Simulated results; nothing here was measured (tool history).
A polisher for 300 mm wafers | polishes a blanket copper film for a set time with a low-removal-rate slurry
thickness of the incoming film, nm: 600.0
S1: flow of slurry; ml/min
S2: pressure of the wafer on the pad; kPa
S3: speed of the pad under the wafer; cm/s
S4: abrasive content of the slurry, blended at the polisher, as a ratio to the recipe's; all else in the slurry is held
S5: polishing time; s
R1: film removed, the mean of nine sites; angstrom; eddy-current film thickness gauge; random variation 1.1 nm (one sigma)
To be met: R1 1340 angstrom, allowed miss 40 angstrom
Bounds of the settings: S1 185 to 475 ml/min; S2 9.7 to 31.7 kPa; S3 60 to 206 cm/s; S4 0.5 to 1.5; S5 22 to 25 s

{"run": 1, "day": 0.0, "S1": 305, "S2": 20.7, "S3": 132, "S4": 1, "S5": 25, "R1": 954.55}
{"run": 2, "day": 0.329, "S1": 305, "S2": 20.7, "S3": 154, "S4": 1, "S5": 25, "R1": 1088.7}
{"run": 3, "day": 0.438, "S1": 305, "S2": 22.1, "S3": 154, "S4": 1, "S5": 25, "R1": 1147.3}
{"run": 4, "day": 0.508, "S1": 305, "S2": 22.1, "S3": 154, "S4": 1, "S5": 22, "R1": 1022.2}
{"run": 5, "day": 0.804, "S1": 305, "S2": 24.1, "S3": 154, "S4": 1, "S5": 22, "R1": 1087.2}
{"run": 6, "day": 0.904, "S1": 305, "S2": 26.2, "S3": 154, "S4": 1, "S5": 22, "R1": 1148.6}
{"run": 7, "day": 1.104, "S1": 305, "S2": 27.6, "S3": 154, "S4": 1, "S5": 22, "R1": 1213}
{"run": 8, "day": 1.267, "S1": 305, "S2": 28.3, "S3": 154, "S4": 1, "S5": 22, "R1": 1224.9}
{"run": 9, "day": 1.454, "S1": 305, "S2": 29, "S3": 154, "S4": 1, "S5": 22, "R1": 1257.2}
{"run": 10, "day": 1.625, "S1": 305, "S2": 29.6, "S3": 154, "S4": 1, "S5": 22, "R1": 1281.1}

4 next moves are on the table. One of them brings every result within its allowed miss. Which?
{"run": "A", "day": 1.796, "S1": 335, "S2": 29, "S3": 148, "S4": 1.1, "S5": 25, "R1": "?"}
{"run": "B", "day": 1.796, "S1": 320, "S2": 29, "S3": 158, "S4": 1, "S5": 23, "R1": "?"}
{"run": "C", "day": 1.796, "S1": 330, "S2": 28.3, "S3": 166, "S4": 0.9, "S5": 24, "R1": "?"}
{"run": "D", "day": 1.796, "S1": 350, "S2": 26.9, "S3": 160, "S4": 1.1, "S5": 25, "R1": "?"}

move=A R1=1408
move=B R1=1342.2
move=C R1=1411.7
move=D R1=1420
A: takes the result that was furthest off past its target
B: meets every target
C: takes the result that was furthest off past its target
D: takes the result that was furthest off past its target
Answer: B
